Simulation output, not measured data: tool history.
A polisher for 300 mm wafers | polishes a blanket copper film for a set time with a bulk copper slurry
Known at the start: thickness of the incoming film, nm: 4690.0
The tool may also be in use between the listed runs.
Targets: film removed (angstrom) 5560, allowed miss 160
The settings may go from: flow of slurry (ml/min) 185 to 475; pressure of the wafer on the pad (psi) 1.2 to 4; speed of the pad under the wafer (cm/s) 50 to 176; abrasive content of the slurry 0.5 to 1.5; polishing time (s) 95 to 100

run,day,flow of slurry (ml/min),pressure of the wafer on the pad (psi),speed of the pad under the wafer (cm/s),abrasive content of the slurry,polishing time (s),film removed (angstrom)
1,0,305,2.6,112,1,95,9869
2,0.058,305,2.9,112,1,95,11101
3,0.179,350,2.9,112,1,95,10933
4,0.304,350,2.9,112,1,100,11609
5,0.5,350,2.4,112,1,100,9707.7
6,0.642,305,2.4,112,1,100,9670.3
7,0.996,305,2,108,1,100,7713.6
8,1.212,305,1.8,108,1,100,7010.4
9,1.512,305,1.6,108,1,100,6308.3
10,1.55,305,1.5,108,1,100,5983.9
11,1.579,305,1.5,108,1,100,5924.9

4 next moves are on the table. One of them brings every result within its allowed miss. Which?
A,1.608,320,1.5,106,1.05,95,?
B,1.608,305,1.7,110,0.9,99,?
C,1.608,310,1.4,116,1.05,100,?
D,1.608,315,1.7,104,1.05,98,?

move,film removed (angstrom)
A,5587.9
B,6496.1
C,5995.2
D,6365.8
A: meets every target
B: further off than the last run
C: further off than the last run
D: further off than the last run
Move A is the one to make.
